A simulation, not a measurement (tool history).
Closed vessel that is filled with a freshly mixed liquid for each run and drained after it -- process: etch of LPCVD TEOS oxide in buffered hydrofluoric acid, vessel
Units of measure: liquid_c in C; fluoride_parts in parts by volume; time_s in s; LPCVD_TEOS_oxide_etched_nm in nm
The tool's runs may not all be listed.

Run 1, day 0.000: liquid_c 20.0 C, fluoride_parts 14.5 parts by volume, time_s 85 s. Result: LPCVD_TEOS_oxide_etched_nm 95.186 nm.
Run 2, day 0.050: liquid_c 20.0 C, fluoride_parts 16.0 parts by volume, time_s 85 s. Result: LPCVD_TEOS_oxide_etched_nm 85.857 nm.
Run 3, day 0.096: liquid_c 20.0 C, fluoride_parts 16.0 parts by volume, time_s 95 s. Result: LPCVD_TEOS_oxide_etched_nm 96.033 nm.
Run 4, day 0.329: liquid_c 22.5 C, fluoride_parts 16.0 parts by volume, time_s 95 s. Result: LPCVD_TEOS_oxide_etched_nm 111.040 nm.
Run 5, day 0.629: liquid_c 21.0 C, fluoride_parts 17.0 parts by volume, time_s 95 s. Result: LPCVD_TEOS_oxide_etched_nm 95.970 nm.
Run 6, day 0.675: liquid_c 20.0 C, fluoride_parts 17.5 parts by volume, time_s 95 s. Result: LPCVD_TEOS_oxide_etched_nm 88.215 nm.
Run 7, day 0.842: liquid_c 19.0 C, fluoride_parts 18.0 parts by volume, time_s 95 s. Result: LPCVD_TEOS_oxide_etched_nm 80.894 nm.

What does the tool deliver on the next run?
Run 8, day 1.212: liquid_c 18.5 C, fluoride_parts 18.5 parts by volume, time_s 95 s. Result: LPCVD_TEOS_oxide_etched_nm ?.

{"run 8": {"LPCVD_TEOS_oxide_etched_nm": 76.543}}
